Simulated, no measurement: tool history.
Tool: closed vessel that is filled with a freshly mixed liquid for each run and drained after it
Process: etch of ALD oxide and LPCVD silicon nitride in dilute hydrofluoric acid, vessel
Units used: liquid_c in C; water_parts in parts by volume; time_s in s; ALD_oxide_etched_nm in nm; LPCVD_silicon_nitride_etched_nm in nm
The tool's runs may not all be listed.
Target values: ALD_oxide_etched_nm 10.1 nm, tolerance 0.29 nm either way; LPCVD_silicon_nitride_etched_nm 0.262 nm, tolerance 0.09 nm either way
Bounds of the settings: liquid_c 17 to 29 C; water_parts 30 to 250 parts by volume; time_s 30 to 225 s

run  hour  liquid_c  water_parts  time_s  ALD_oxide_etched_nm  LPCVD_silicon_nitride_etched_nm
  1     0        21          140     115               16.932                          0.35134
  2   4.8      19.5          140     115               15.939                          0.27128
  3     9      19.5          140     155               21.545                           0.4782
  4  13.6        17          140     155               19.384                          0.43094
  5  15.6        17          150     155               17.731                          0.36269
  6  21.7        17          160     155               16.809                          0.35394
  7  23.9      17.5          215     155               11.945                          0.26038
  8  28.8      17.5          220     155               11.637                           0.2709
  9  30.9      17.5          225     155               11.412                          0.30475
 10  37.6        17          235     155               10.524                          0.26321

Below are 4 possible settings for the next run. Only one of them brings all results inside the allowed miss of their targets. Which is it?
  A  44.3      22.5          195      95                    ?                                ?
  B  44.3      18.5          180     115                    ?                                ?
  C  44.3        17          185     120                    ?                                ?
  D  44.3        17          250     175                    ?                                ?

move  ALD_oxide_etched_nm  LPCVD_silicon_nitride_etched_nm
   A               10.158                          0.22391
   B               11.584                          0.22539
   C               11.025                          0.20704
   D               11.221                          0.22637
A: all results in spec
B: moves away from the targets compared with the last run
C: moves away from the targets compared with the last run
D: moves away from the targets compared with the last run
The move that meets every target is A.
